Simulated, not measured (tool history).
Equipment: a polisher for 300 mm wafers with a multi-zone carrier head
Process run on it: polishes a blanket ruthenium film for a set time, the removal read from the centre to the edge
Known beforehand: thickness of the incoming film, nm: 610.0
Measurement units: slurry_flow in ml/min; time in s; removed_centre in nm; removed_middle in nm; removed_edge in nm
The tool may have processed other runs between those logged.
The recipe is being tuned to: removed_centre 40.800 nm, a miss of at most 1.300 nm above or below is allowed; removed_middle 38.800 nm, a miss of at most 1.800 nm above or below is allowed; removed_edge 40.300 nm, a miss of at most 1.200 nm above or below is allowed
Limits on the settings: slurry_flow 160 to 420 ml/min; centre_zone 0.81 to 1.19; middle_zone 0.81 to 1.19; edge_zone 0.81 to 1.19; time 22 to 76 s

{"run": 1, "hour": 0.0, "slurry_flow": 270, "centre_zone": 1.0, "middle_zone": 1.0, "edge_zone": 1.0, "time": 49, "removed_centre": 45.92, "removed_middle": 45.934, "removed_edge": 43.888}
{"run": 2, "hour": 1.5, "slurry_flow": 270, "centre_zone": 1.0, "middle_zone": 1.0, "edge_zone": 1.07, "time": 49, "removed_centre": 45.951, "removed_middle": 46.439, "removed_edge": 46.149}
{"run": 3, "hour": 2.5, "slurry_flow": 270, "centre_zone": 1.0, "middle_zone": 0.95, "edge_zone": 1.07, "time": 49, "removed_centre": 46.253, "removed_middle": 45.114, "removed_edge": 46.7}
{"run": 4, "hour": 11.5, "slurry_flow": 270, "centre_zone": 0.92, "middle_zone": 0.95, "edge_zone": 1.07, "time": 49, "removed_centre": 43.167, "removed_middle": 44.923, "removed_edge": 46.164}
{"run": 5, "hour": 18.0, "slurry_flow": 265, "centre_zone": 0.92, "middle_zone": 0.94, "edge_zone": 1.05, "time": 49, "removed_centre": 43.72, "removed_middle": 45.762, "removed_edge": 46.017}
{"run": 6, "hour": 21.5, "slurry_flow": 265, "centre_zone": 0.93, "middle_zone": 0.93, "edge_zone": 1.04, "time": 48, "removed_centre": 42.223, "removed_middle": 44.75, "removed_edge": 44.863}
{"run": 7, "hour": 24.7, "slurry_flow": 265, "centre_zone": 0.95, "middle_zone": 0.92, "edge_zone": 1.04, "time": 47, "removed_centre": 42.038, "removed_middle": 42.475, "removed_edge": 43.482}
{"run": 8, "hour": 31.1, "slurry_flow": 265, "centre_zone": 0.95, "middle_zone": 0.91, "edge_zone": 1.03, "time": 47, "removed_centre": 43.025, "removed_middle": 42.577, "removed_edge": 43.612}
{"run": 9, "hour": 35.2, "slurry_flow": 265, "centre_zone": 0.95, "middle_zone": 0.9, "edge_zone": 1.02, "time": 47, "removed_centre": 42.521, "removed_middle": 42.346, "removed_edge": 43.927}

Which one of the following 5 next-run settings gets every result inside its allowed miss? There is exactly one.
{"run": "A", "hour": 39.3, "slurry_flow": 240, "centre_zone": 1.17, "middle_zone": 0.97, "edge_zone": 0.96, "time": 42, "removed_centre": "?", "removed_middle": "?", "removed_edge": "?"}
{"run": "B", "hour": 39.3, "slurry_flow": 230, "centre_zone": 0.93, "middle_zone": 0.81, "edge_zone": 1.18, "time": 45, "removed_centre": "?", "removed_middle": "?", "removed_edge": "?"}
{"run": "C", "hour": 39.3, "slurry_flow": 345, "centre_zone": 0.94, "middle_zone": 0.99, "edge_zone": 0.97, "time": 44, "removed_centre": "?", "removed_middle": "?", "removed_edge": "?"}
{"run": "D", "hour": 39.3, "slurry_flow": 315, "centre_zone": 0.99, "middle_zone": 0.9, "edge_zone": 1.02, "time": 43, "removed_centre": "?", "removed_middle": "?", "removed_edge": "?"}
{"run": "E", "hour": 39.3, "slurry_flow": 290, "centre_zone": 0.82, "middle_zone": 0.83, "edge_zone": 1.05, "time": 54, "removed_centre": "?", "removed_middle": "?", "removed_edge": "?"}

move=A removed_centre=43.588 removed_middle=37.551 removed_edge=36.984
move=B removed_centre=39.231 removed_middle=36.087 removed_edge=43.786
move=C removed_centre=40.708 removed_middle=41.494 removed_edge=40.144
move=D removed_centre=40.871 removed_middle=38.000 removed_edge=39.963
move=E removed_centre=44.568 removed_middle=45.214 removed_edge=50.604
A: moves the result that the last run missed by most past its target, out the other side
B: just as far off the targets as the last run
C: puts the biggest miss on target and leaves a different result outside tolerance
D: meets every target
E: lands further from the targets than the last run did
The right move is D.
